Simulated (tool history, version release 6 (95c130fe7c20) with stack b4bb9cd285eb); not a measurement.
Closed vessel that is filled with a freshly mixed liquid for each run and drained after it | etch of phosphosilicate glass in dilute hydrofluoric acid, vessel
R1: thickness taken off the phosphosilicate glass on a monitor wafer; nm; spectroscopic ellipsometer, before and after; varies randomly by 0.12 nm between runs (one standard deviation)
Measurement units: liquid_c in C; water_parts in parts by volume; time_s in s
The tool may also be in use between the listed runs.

run 1 day=0 | liquid_c=25 water_parts=165 time_s=30 | R1=10.673
run 2 day=0.183 | liquid_c=25 water_parts=165 time_s=30 | R1=10.615
run 3 day=0.479 | liquid_c=27 water_parts=165 time_s=30 | R1=11.652
run 4 day=0.683 | liquid_c=28.5 water_parts=160 time_s=30 | R1=12.7
run 5 day=0.975 | liquid_c=30 water_parts=155 time_s=30 | R1=13.624
run 6 day=1.15 | liquid_c=30 water_parts=195 time_s=30 | R1=10.397
run 7 day=1.221 | liquid_c=31 water_parts=180 time_s=30 | R1=11.875

Run 8, settings as shown, results not yet in. Your forecast:
run 8 day=1.329 | liquid_c=31.5 water_parts=170 time_s=30 | R1=?

R1: 12.941 nm
